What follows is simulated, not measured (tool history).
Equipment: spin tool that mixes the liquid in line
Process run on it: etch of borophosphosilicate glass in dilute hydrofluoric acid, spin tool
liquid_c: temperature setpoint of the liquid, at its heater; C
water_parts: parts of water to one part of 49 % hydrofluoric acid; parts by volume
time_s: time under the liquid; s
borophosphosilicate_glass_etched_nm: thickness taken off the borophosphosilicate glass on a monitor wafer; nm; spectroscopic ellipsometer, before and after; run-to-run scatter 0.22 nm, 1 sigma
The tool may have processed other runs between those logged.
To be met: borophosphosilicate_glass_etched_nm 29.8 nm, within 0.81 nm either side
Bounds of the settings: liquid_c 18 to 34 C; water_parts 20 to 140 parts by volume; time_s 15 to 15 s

| run | day | liquid_c | water_parts | time_s | borophosphosilicate_glass_etched_nm |
|---|---|---|---|---|---|
| 1 | 0 | 26 | 75 | 15 | 13.586 |
| 2 | 0.267 | 28 | 65 | 15 | 17.219 |
| 3 | 0.333 | 28 | 65 | 15 | 17.095 |
| 4 | 0.375 | 28 | 90 | 15 | 12.05 |
| 5 | 0.733 | 29.5 | 80 | 15 | 14.651 |
|  | 0.846 | hydrofluoric acid flow meter replaced |
| 6 | 0.846 | 26 | 80 | 15 | 14.302 |
| 7 | 1.167 | 30 | 50 | 15 | 27.949 |
| 8 | 1.196 | 30.5 | 50 | 15 | 28.466 |

Exercise: of the 4 proposed moves below, exactly one satisfies all targets within the stated allowed misses. Which move is it?
| A | 1.225 | 31.5 | 50 | 15 | ? |
| B | 1.225 | 32 | 55 | 15 | ? |
| C | 1.225 | 27 | 45 | 15 | ? |
| D | 1.225 | 30 | 45 | 15 | ? |

| move | borophosphosilicate_glass_etched_nm |
|---|---|
| A | 29.522 |
| B | 27.143 |
| C | 27.66 |
| D | 31.177 |
A: every result within its allowed miss
B: moves away from the targets compared with the last run
C: moves away from the targets compared with the last run
D: the result that was furthest off in the last run now lies on the other side of its target
The move that meets every target is A.
